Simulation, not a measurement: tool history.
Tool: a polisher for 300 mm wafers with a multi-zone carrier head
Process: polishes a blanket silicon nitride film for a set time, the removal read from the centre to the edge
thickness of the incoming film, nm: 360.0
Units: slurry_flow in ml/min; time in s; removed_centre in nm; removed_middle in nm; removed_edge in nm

Run 1, hour 0.0: slurry_flow 290 ml/min, centre_zone 1.00, middle_zone 1.00, edge_zone 1.00, time 42 s. Result: removed_centre 79.150 nm, removed_middle 77.316 nm, removed_edge 78.288 nm.
Run 2, hour 1.1: slurry_flow 220 ml/min, centre_zone 1.00, middle_zone 1.00, edge_zone 1.00, time 42 s. Result: removed_centre 76.265 nm, removed_middle 75.223 nm, removed_edge 77.133 nm.
Run 3, hour 1.7: slurry_flow 220 ml/min, centre_zone 1.00, middle_zone 1.00, edge_zone 1.00, time 34 s. Result: removed_centre 62.265 nm, removed_middle 60.674 nm, removed_edge 63.194 nm.
Run 4, hour 4.4: slurry_flow 220 ml/min, centre_zone 1.00, middle_zone 1.00, edge_zone 1.00, time 27 s. Result: removed_centre 48.790 nm, removed_middle 48.811 nm, removed_edge 49.600 nm.
Run 5, hour 13.4: slurry_flow 175 ml/min, centre_zone 1.00, middle_zone 1.00, edge_zone 1.00, time 27 s. Result: removed_centre 46.308 nm, removed_middle 47.940 nm, removed_edge 50.371 nm.
Run 6, hour 22.1: slurry_flow 175 ml/min, centre_zone 1.00, middle_zone 1.00, edge_zone 1.00, time 27 s. Result: removed_centre 46.506 nm, removed_middle 48.275 nm, removed_edge 48.550 nm.
Run 7, hour 28.5: slurry_flow 200 ml/min, centre_zone 0.98, middle_zone 1.05, edge_zone 1.03, time 33 s. Result: removed_centre 58.102 nm, removed_middle 61.648 nm, removed_edge 62.349 nm.

Run 8 comes next. What will it give?
Run 8, hour 36.1: slurry_flow 230 ml/min, centre_zone 0.96, middle_zone 1.09, edge_zone 1.05, time 36 s. Result: removed_centre ?, removed_middle ?, removed_edge ?.

{"run 8": {"removed_centre": 62.974, "removed_middle": 70.584, "removed_edge": 68.263}}

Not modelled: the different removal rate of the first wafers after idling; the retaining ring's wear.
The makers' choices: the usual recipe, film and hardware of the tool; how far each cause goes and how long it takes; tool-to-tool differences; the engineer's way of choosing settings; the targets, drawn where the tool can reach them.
